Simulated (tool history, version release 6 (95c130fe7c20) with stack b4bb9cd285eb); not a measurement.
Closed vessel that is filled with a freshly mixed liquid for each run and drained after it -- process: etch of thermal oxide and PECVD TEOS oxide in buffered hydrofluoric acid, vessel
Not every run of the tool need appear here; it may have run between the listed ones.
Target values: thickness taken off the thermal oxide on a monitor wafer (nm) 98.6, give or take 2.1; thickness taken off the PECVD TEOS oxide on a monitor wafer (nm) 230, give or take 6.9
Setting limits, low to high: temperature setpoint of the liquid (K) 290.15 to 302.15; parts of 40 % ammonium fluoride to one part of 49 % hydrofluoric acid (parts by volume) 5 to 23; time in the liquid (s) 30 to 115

run  hour  temperature setpoint of the liquid (K)  parts of 40 % ammonium fluoride to one part of 49 % hydrofluoric acid (parts by volume)  time in the liquid (s)  thickness taken off the thermal oxide on a monitor wafer (nm)  thickness taken off the PECVD TEOS oxide on a monitor wafer (nm)
  1     0                                  294.15                                                                                       14                      60                                                         40.824                                                            93.983
  2   5.1                                  296.15                                                                                     12.5                      60                                                         50.552                                                            117.92
  3   7.2                                  296.15                                                                                        9                      60                                                         68.474                                                            159.66
  4  11.9                                  296.15                                                                                        5                      60                                                         117.45                                                            279.23
  5  17.2                                  295.15                                                                                        5                      60                                                          112.4                                                            259.85
  6  18.1                                  295.15                                                                                        5                      85                                                         158.19                                                            369.36
  7  24.3                                  291.15                                                                                      8.5                      85                                                         76.119                                                            179.31
  8  27.7                                  292.15                                                                                      8.5                      85                                                         80.392                                                            188.79
  9  28.8                                  292.15                                                                                      8.5                      85                                                         80.986                                                             187.8
 10  32.5                                  292.65                                                                                      8.5                      85                                                         83.145                                                            193.02
 11  41.4                                  293.15                                                                                      8.5                      85                                                         85.962                                                            196.94
 12  47.6                                  293.65                                                                                      8.5                      85                                                         87.956                                                            203.77
 13  51.7                                  294.15                                                                                      8.5                      85                                                         89.479                                                            213.34
 14  53.7                                  294.65                                                                                      8.5                      85                                                          92.69                                                            218.43
 15  55.1                                  296.15                                                                                      8.5                      85                                                         101.06                                                             233.4

Which single option among these 4 for the next run brings every result within its allowed miss of target? Just one does.
  A  56.5                                  302.15                                                                                       16                     115                                                              ?                                                                 ?
  B  56.5                                  294.15                                                                                      8.5                     100                                                              ?                                                                 ?
  C  56.5                                  295.65                                                                                      8.5                      85                                                              ?                                                                 ?
  D  56.5                                  295.15                                                                                        7                      75                                                              ?                                                                 ?

move  thickness taken off the thermal oxide on a monitor wafer (nm)  thickness taken off the PECVD TEOS oxide on a monitor wafer (nm)
   A                                                         105.04                                                             243.6
   B                                                          106.3                                                            246.51
   C                                                          98.17                                                            227.66
   D                                                         103.55                                                            240.15
A: its largest miss is bigger than the last run's
B: its largest miss is bigger than the last run's
C: every result lands within tolerance
D: its largest miss is bigger than the last run's
C meets every target.
